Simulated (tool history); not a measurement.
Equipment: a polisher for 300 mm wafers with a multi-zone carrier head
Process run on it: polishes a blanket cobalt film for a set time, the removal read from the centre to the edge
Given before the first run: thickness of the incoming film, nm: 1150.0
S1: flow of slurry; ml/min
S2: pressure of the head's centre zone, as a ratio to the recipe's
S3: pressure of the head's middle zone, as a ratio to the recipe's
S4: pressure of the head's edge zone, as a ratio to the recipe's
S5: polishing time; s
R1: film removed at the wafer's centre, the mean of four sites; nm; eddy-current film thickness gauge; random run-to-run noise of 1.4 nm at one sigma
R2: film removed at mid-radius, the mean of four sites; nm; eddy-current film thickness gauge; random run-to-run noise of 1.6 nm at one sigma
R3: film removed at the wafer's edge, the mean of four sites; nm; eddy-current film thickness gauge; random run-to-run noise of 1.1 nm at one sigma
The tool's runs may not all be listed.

| run | day | S1 | S2 | S3 | S4 | S5 | R1 | R2 | R3 |
|---|---|---|---|---|---|---|---|---|---|
| 1 | 0 | 305 | 1 | 1 | 1 | 47 | 142.96 | 139.73 | 140.34 |
| 2 | 0.325 | 305 | 1 | 1.06 | 1 | 47 | 143.14 | 146.05 | 141.64 |
| 3 | 0.571 | 305 | 1.07 | 1.06 | 1 | 47 | 150.71 | 149.5 | 141.28 |
| 4 | 0.904 | 305 | 1.07 | 1.13 | 1 | 47 | 150.77 | 156.34 | 141.54 |
| 5 | 1.038 | 300 | 1.03 | 1.13 | 1 | 46 | 146.24 | 151.2 | 138.47 |
| 6 | 1.175 | 300 | 1.03 | 1.13 | 1.06 | 46 | 141.74 | 152.26 | 142.56 |
| 7 | 1.492 | 300 | 1 | 1.13 | 1.07 | 45 | 137.13 | 151.21 | 140.19 |
| 8 | 1.529 | 295 | 0.97 | 1.12 | 1.08 | 44 | 127.47 | 142.68 | 133.64 |
| 9 | 1.883 | 290 | 0.95 | 1.11 | 1.08 | 44 | 122.91 | 138.59 | 139.01 |

Estimate the outcome of run 10 from the log above:
| 10 | 2.258 | 290 | 0.94 | 1.12 | 1.07 | 43 | ? | ? | ? |

Run 10 came out at R1 124.06 nm, R2 140.27 nm, R3 134.01 nm.
